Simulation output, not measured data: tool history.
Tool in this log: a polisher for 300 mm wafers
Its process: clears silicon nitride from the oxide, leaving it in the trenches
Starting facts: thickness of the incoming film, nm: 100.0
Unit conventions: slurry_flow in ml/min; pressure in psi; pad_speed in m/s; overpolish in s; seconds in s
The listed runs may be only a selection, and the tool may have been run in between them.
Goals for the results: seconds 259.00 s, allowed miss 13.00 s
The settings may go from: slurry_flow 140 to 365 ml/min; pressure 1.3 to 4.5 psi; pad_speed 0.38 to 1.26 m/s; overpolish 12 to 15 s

run	hour	slurry_flow	pressure	pad_speed	overpolish	seconds
1	0.0	235	2.9	0.82	15	140.94
2	1.5	235	2.6	0.80	15	164.09
3	10.0	235	2.4	0.80	15	178.05
4	14.9	280	2.4	0.80	15	171.40
5	21.2	280	2.2	0.80	15	189.56
6	24.5	280	2.0	0.80	15	210.45
7	32.3	280	1.9	0.80	15	216.41
8	39.6	280	1.9	0.80	15	219.74
9	42.4	280	1.8	0.80	15	229.32
10	44.4	280	1.7	0.80	15	238.57

Which of these 5 next moves meets every target?
A	46.4	275	2.0	0.74	12	?
B	46.4	285	2.0	0.74	15	?
C	46.4	280	1.8	0.68	12	?
D	46.4	285	1.9	0.78	12	?
E	46.4	265	1.8	0.80	12	?

move	seconds
A	222.93
B	222.28
C	264.77
D	223.00
E	231.05
A: the biggest miss grows against the last run
B: the biggest miss grows against the last run
C: in spec on every target
D: the biggest miss grows against the last run
E: the biggest miss grows against the last run
C is the move that brings every result within its allowed miss.
